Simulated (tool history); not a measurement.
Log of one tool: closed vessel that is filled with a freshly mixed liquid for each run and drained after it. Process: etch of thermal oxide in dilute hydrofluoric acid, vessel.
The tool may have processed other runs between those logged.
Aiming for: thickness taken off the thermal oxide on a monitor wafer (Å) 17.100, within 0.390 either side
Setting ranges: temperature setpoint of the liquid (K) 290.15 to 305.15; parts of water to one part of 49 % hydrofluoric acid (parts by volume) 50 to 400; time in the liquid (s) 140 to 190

run	hour	temperature setpoint of the liquid (K)	parts of water to one part of 49 % hydrofluoric acid (parts by volume)	time in the liquid (s)	thickness taken off the thermal oxide on a monitor wafer (Å)
1	0.0	297.15	225	190	36.859
2	2.2	297.15	200	190	41.990
3	7.6	297.15	200	190	42.440
4	11.9	296.15	215	190	37.307
5	16.0	295.65	225	190	34.626
6	23.8	295.15	235	190	31.989
7	25.9	291.15	325	190	18.457
8	29.2	290.65	330	190	17.878

Of the 4 settings listed for the next run, only one would bring every result within its allowed miss of target. Which one?
A	32.5	291.15	340	175	?
B	32.5	290.15	265	140	?
C	32.5	290.15	315	165	?
D	32.5	290.15	320	190	?

move	thickness taken off the thermal oxide on a monitor wafer (Å)
A	16.051
B	16.903
C	16.068
D	18.139
A: pushes the last run's worst result past its target
B: in spec on every target
C: pushes the last run's worst result past its target
D: further off than the last run
B is the move that brings every result within its allowed miss.
